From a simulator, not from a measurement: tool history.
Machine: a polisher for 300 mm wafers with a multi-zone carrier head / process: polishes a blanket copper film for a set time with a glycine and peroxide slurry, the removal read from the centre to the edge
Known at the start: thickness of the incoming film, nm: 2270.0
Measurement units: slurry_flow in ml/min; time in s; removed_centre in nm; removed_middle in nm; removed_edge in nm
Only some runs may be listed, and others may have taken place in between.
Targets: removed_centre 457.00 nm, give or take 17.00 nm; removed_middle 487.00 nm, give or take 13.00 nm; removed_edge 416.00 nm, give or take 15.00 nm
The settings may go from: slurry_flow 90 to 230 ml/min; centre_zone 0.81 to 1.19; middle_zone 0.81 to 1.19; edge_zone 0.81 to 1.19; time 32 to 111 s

run	day	slurry_flow	centre_zone	middle_zone	edge_zone	time	removed_centre	removed_middle	removed_edge
1	0.000	150	1.00	1.00	1.00	71	290.88	292.23	297.13
2	0.046	150	1.00	1.00	1.00	64	261.10	258.57	262.48
3	0.162	150	1.00	1.06	1.00	64	259.90	277.64	266.67
4	0.300	160	1.02	1.08	1.01	68	287.47	298.06	286.25
5	0.512	160	1.02	1.08	1.01	60	254.39	266.83	251.41
# day 0.617: edge zone pressure recalibrated
6	0.617	160	1.02	1.05	1.01	60	253.43	257.74	250.30
7	0.675	165	1.03	1.07	1.00	65	273.32	285.36	267.16
8	0.908	170	1.04	1.09	1.01	69	298.44	309.06	295.30
9	1.254	175	1.05	1.11	0.99	72	319.71	335.35	294.88
10	1.333	180	1.06	1.12	1.00	75	330.68	347.86	315.88
11	1.579	185	1.07	1.13	1.00	78	348.08	366.38	326.66
12	1.929	190	1.08	1.14	1.00	80	368.36	377.75	338.87

5 candidate next runs follow, results not yet known. Just one meets every target within its allowed miss. Identify it.
A	2.279	200	1.05	0.95	1.19	65	?	?	?
B	2.279	180	1.06	1.17	1.00	87	?	?	?
C	2.279	205	1.06	1.16	0.93	99	?	?	?
D	2.279	165	0.89	1.19	1.08	111	?	?	?
E	2.279	200	1.07	1.13	1.00	65	?	?	?

move	removed_centre	removed_middle	removed_edge
A	293.59	268.78	294.13
B	390.48	423.26	366.41
C	453.42	486.84	413.28
D	418.22	541.23	474.53
E	299.13	311.45	276.90
A: moves away from the targets compared with the last run
B: nearer than the last run, and not there yet
C: every result lands within tolerance
D: takes the biggest miss from the last run beyond its target
E: moves away from the targets compared with the last run
C meets every target.
